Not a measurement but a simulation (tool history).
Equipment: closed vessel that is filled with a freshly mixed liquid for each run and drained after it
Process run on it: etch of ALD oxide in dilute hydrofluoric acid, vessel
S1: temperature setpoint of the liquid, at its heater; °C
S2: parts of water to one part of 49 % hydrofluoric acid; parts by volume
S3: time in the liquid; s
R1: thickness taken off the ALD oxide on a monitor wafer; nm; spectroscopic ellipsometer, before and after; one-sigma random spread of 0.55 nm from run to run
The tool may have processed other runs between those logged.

run 1 hour=0 | S1=22 S2=85 S3=170 | R1=31.932
run 2 hour=3.4 | S1=23 S2=80 S3=170 | R1=34.846
run 3 hour=8 | S1=23 S2=100 S3=170 | R1=27.902
run 4 hour=13.1 | S1=23.5 S2=95 S3=170 | R1=29.98
run 5 hour=15.7 | S1=23.5 S2=85 S3=170 | R1=33.214
run 6 hour=24.3 | S1=25 S2=85 S3=170 | R1=36.023
run 7 hour=27.6 | S1=25.5 S2=80 S3=170 | R1=39.329

Expected results for the next run?
run 8 hour=31.9 | S1=29.5 S2=55 S3=170 | R1=?

Run 8 came out at R1 69.095 nm.

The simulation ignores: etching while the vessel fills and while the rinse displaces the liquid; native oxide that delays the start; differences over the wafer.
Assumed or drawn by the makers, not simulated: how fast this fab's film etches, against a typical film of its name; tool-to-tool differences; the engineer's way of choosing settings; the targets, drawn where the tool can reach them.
